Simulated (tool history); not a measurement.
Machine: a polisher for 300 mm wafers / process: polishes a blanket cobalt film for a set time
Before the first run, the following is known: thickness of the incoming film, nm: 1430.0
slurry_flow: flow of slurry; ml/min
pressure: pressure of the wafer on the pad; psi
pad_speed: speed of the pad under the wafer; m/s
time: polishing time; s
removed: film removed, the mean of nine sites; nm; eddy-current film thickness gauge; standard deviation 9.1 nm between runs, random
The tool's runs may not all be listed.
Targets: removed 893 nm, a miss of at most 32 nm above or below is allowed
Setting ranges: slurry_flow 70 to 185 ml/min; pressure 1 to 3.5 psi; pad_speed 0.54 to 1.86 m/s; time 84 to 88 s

| run | hour | slurry_flow | pressure | pad_speed | time | removed |
|---|---|---|---|---|---|---|
| 1 | 0 | 120 | 2.2 | 1.18 | 84 | 662.43 |
| 2 | 6.3 | 120 | 2.5 | 1.18 | 84 | 725.16 |
| 3 | 10.7 | 120 | 2.5 | 1.18 | 84 | 735.6 |
| 4 | 17.4 | 135 | 2.5 | 1.18 | 84 | 768.7 |
| 5 | 24.9 | 140 | 2.5 | 1.18 | 84 | 745.89 |
| 6 | 26.6 | 115 | 2.5 | 1.18 | 84 | 727 |
| 7 | 28.4 | 120 | 2.6 | 1.18 | 84 | 766.54 |
|  | 30.8 | head pressure recalibrated |
| 8 | 30.8 | 125 | 2.7 | 1.18 | 84 | 728.35 |
| 9 | 38.6 | 130 | 2.8 | 1.22 | 84 | 791.11 |
| 10 | 43.4 | 130 | 2.9 | 1.22 | 84 | 809.84 |
| 11 | 48.2 | 130 | 3 | 1.22 | 84 | 848.1 |

Which one of the following 4 next-run settings gets every result inside its allowed miss? There is exactly one.
| A | 53 | 95 | 3 | 1.22 | 88 | ? |
| B | 53 | 125 | 2.8 | 1.3 | 84 | ? |
| C | 53 | 140 | 3.1 | 1.04 | 87 | ? |
| D | 53 | 145 | 3.1 | 1.14 | 88 | ? |

| move | removed |
|---|---|
| A | 837.27 |
| B | 847.81 |
| C | 822.62 |
| D | 904.73 |
A: its largest miss is bigger than the last run's
B: as far off as the last run
C: its largest miss is bigger than the last run's
D: every result lands within tolerance
Answer: D

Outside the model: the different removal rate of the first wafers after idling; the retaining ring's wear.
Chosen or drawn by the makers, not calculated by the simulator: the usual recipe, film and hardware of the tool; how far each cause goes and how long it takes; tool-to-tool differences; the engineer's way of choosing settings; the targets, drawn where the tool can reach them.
